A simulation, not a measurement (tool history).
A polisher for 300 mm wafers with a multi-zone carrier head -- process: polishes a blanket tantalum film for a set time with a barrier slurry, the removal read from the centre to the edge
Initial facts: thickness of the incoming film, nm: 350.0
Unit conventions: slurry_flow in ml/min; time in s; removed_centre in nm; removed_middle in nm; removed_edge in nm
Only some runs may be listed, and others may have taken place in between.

| run | hour | slurry_flow | centre_zone | middle_zone | edge_zone | slurry_solids | time | removed_centre | removed_middle | removed_edge |
|---|---|---|---|---|---|---|---|---|---|---|
| 1 | 0 | 275 | 1 | 1 | 1 | 1 | 43 | 69.341 | 67.922 | 71.048 |
| 2 | 0.6 | 275 | 1 | 1 | 1 | 1 | 53 | 84.9 | 83.313 | 85.184 |
| 3 | 8.9 | 270 | 0.99 | 1 | 1 | 1 | 53 | 80.472 | 83.226 | 85.761 |
| 4 | 11 | 265 | 0.99 | 1 | 1 | 1 | 53 | 82.38 | 82.115 | 87.833 |
| 5 | 15.2 | 265 | 0.95 | 1 | 1 | 1 | 53 | 79.9 | 83.267 | 86.883 |
| 6 | 19.2 | 325 | 0.95 | 1 | 1 | 1 | 53 | 81.82 | 84.242 | 87.146 |
| 7 | 20.3 | 325 | 0.94 | 1 | 1 | 1 | 53 | 81.209 | 84.991 | 87.462 |
| 8 | 23.3 | 325 | 0.93 | 1 | 1 | 1 | 53 | 78.844 | 84.396 | 87.838 |
| 9 | 27.5 | 325 | 0.93 | 1 | 0.99 | 1 | 53 | 80.478 | 86.185 | 88.853 |
|  | 30.1 | edge zone pressure recalibrated |
| 10 | 30.1 | 300 | 0.9 | 0.98 | 0.95 | 0.9 | 53 | 76.173 | 79.339 | 79.243 |
| 11 | 31.6 | 305 | 0.9 | 0.98 | 0.96 | 0.9 | 53 | 74.868 | 80.037 | 79.172 |
| 12 | 34 | 310 | 0.9 | 0.98 | 0.97 | 0.9 | 53 | 74.118 | 78.381 | 80.645 |
| 13 | 39.2 | 315 | 0.9 | 0.99 | 0.97 | 0.9 | 53 | 74.218 | 80.898 | 79.716 |

Predict the results of run 14:
| 14 | 43.8 | 315 | 0.9 | 0.99 | 0.98 | 0.9 | 53 | ? | ? | ? |

{"run 14": {"removed_centre": 73.402, "removed_middle": 80.269, "removed_edge": 80.945}}
